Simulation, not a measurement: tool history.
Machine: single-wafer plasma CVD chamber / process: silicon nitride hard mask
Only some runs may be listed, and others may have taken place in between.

run	hour	heater temperature setpoint (deg C)	chamber pressure (Torr)	RF power (kW)	deposition time (s)	mean film thickness on the monitor wafer (nm)
1	0	385	2.03	0.31	56.6	71.067
2	8.5	385	2.17	0.315	56.6	72.476
3	11	385	2.17	0.335	56.6	74.976
4	17	385	2.17	0.335	58.5	77.713
5	22.6	385	2.25	0.335	58.5	79.034
6	28.8	385	2.25	0.335	56.6	76.17
7	33.4	385	2.34	0.335	56.6	76.78

Expected results for the next run?
8	37.3	385	2.43	0.335	56.6	?

Run 8 gave mean film thickness on the monitor wafer (nm) 77.662.
